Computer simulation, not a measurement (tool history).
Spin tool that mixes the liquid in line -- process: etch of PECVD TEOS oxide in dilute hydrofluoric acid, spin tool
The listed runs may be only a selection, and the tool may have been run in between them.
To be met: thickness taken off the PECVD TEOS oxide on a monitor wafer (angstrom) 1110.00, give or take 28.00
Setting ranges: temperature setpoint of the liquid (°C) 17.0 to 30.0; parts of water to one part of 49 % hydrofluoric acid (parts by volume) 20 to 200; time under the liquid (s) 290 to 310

run,day,temperature setpoint of the liquid (°C),parts of water to one part of 49 % hydrofluoric acid (parts by volume),time under the liquid (s),thickness taken off the PECVD TEOS oxide on a monitor wafer (angstrom)
1,0.000,22.0,110,290,564.18
2,0.229,23.5,110,290,603.87
3,0.383,23.5,110,290,609.37
4,0.721,23.5,90,290,750.55
5,0.812,23.5,90,310,812.35
6,0.925,25.0,90,310,867.01
7,1.283,26.0,90,310,894.34
8,1.558,27.0,90,310,937.32
9,1.817,27.5,90,310,955.29

Which single option among these 4 for the next run brings every result within its allowed miss of target? Just one does.
A,2.075,23.0,85,290,?
B,2.075,26.5,95,290,?
C,2.075,28.5,105,305,?
D,2.075,28.0,80,310,?

move,thickness taken off the PECVD TEOS oxide on a monitor wafer (angstrom)
A,779.64
B,791.29
C,802.25
D,1086.60
A: further off than the last run
B: further off than the last run
C: further off than the last run
D: every result lands within tolerance
The right move is D.
